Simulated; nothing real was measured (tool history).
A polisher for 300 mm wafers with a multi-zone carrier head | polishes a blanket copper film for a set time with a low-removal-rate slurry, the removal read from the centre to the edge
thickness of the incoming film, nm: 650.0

| run | day | flow of slurry (ml/min) | pressure of the head's centre zone | pressure of the head's middle zone | pressure of the head's edge zone | abrasive content of the slurry | polishing time (s) | film removed at the wafer's centre (angstrom) | film removed at mid-radius (angstrom) | film removed at the wafer's edge (angstrom) |
|---|---|---|---|---|---|---|---|---|---|---|
| 1 | 0 | 155 | 1 | 1 | 1 | 1 | 66 | 1663 | 1532.5 | 1600.6 |
| 2 | 0.138 | 155 | 1 | 1 | 1 | 1.1 | 66 | 1686.1 | 1608.8 | 1629.5 |
| 3 | 0.338 | 145 | 0.96 | 0.99 | 0.99 | 1 | 65 | 1582.5 | 1513.2 | 1541.1 |
| 4 | 0.525 | 145 | 0.96 | 0.99 | 0.91 | 1 | 65 | 1553.6 | 1491.4 | 1498.6 |
| 5 | 0.633 | 135 | 0.93 | 0.97 | 0.96 | 0.95 | 63 | 1425.5 | 1385.1 | 1448.9 |
| 6 | 0.95 | 135 | 0.93 | 0.97 | 0.96 | 1.15 | 63 | 1479.6 | 1458 | 1505.2 |
| 7 | 1.308 | 130 | 0.91 | 0.95 | 0.98 | 1.05 | 62 | 1385.7 | 1357.7 | 1492.7 |
| 8 | 1.483 | 125 | 0.89 | 0.94 | 0.97 | 0.95 | 61 | 1319.1 | 1289.2 | 1388.1 |

Forecast run 9:
| 9 | 1.671 | 120 | 0.87 | 0.93 | 0.99 | 0.9 | 60 | ? | ? | ? |

Run 9 gave film removed at the wafer's centre (angstrom) 1221.2, film removed at mid-radius (angstrom) 1230.7, film removed at the wafer's edge (angstrom) 1362.5.
